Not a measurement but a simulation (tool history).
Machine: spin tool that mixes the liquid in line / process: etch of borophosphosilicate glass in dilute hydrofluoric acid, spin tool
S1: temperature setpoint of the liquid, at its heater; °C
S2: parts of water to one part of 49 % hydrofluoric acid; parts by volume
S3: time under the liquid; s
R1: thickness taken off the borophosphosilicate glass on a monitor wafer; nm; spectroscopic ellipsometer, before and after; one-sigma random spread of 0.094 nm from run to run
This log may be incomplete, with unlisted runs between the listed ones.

Run 1, hour 0.0: S1 21.0 °C, S2 55 parts by volume, S3 50 s. Result: R1 23.061 nm.
Run 2, hour 5.0: S1 21.0 °C, S2 55 parts by volume, S3 50 s. Result: R1 23.250 nm.
Run 3, hour 7.9: S1 24.5 °C, S2 55 parts by volume, S3 50 s. Result: R1 26.888 nm.
Run 4, hour 10.9: S1 24.5 °C, S2 40 parts by volume, S3 50 s. Result: R1 37.076 nm.
Run 5, hour 17.5: S1 24.5 °C, S2 40 parts by volume, S3 55 s. Result: R1 40.358 nm.
Run 6, hour 18.1: S1 23.0 °C, S2 50 parts by volume, S3 55 s. Result: R1 30.641 nm.
Run 7, hour 20.1: S1 22.0 °C, S2 60 parts by volume, S3 55 s. Result: R1 23.701 nm.
Run 8, hour 27.6: S1 21.0 °C, S2 65 parts by volume, S3 55 s. Result: R1 21.014 nm.
Run 9, hour 29.0: S1 20.5 °C, S2 70 parts by volume, S3 55 s. Result: R1 19.099 nm.

For run 10, what comes out?
Run 10, hour 32.0: S1 20.0 °C, S2 75 parts by volume, S3 55 s. Result: R1 ?.

{"run 10": {"R1": 17.421}}
